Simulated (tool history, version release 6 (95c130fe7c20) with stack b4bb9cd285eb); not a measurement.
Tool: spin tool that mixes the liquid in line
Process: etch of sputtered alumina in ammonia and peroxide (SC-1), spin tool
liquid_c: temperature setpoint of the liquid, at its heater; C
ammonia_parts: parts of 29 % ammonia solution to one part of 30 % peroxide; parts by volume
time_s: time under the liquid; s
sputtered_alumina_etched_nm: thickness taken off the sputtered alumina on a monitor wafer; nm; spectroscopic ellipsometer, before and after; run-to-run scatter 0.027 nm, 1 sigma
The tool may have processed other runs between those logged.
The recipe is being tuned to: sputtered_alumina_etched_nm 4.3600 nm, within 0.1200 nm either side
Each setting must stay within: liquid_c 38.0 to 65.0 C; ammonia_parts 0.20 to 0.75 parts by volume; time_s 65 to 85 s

run,hour,liquid_c,ammonia_parts,time_s,sputtered_alumina_etched_nm
1,0.0,49.0,0.45,85,2.7020
2,5.9,49.0,0.55,85,2.7803
3,10.1,51.5,0.55,85,3.1771
4,16.4,53.5,0.55,85,3.5320
5,25.1,54.5,0.55,85,3.7165
6,32.4,55.5,0.55,85,3.9203
7,41.0,56.0,0.55,85,4.0936
8,49.9,56.0,0.55,85,4.0733
9,54.1,56.5,0.55,85,4.1347

Which one of the following 5 next-run settings gets every result inside its allowed miss? There is exactly one.
A,58.3,57.5,0.55,85,?
B,58.3,56.0,0.55,85,?
C,58.3,54.5,0.70,85,?
D,58.3,55.5,0.75,85,?
E,58.3,58.0,0.75,85,?

move,sputtered_alumina_etched_nm
A,4.4008
B,4.0676
C,3.8434
D,4.0797
E,4.6517
A: in spec on every target
B: further off than the last run
C: further off than the last run
D: further off than the last run
E: pushes the last run's worst result past its target
Answer: A

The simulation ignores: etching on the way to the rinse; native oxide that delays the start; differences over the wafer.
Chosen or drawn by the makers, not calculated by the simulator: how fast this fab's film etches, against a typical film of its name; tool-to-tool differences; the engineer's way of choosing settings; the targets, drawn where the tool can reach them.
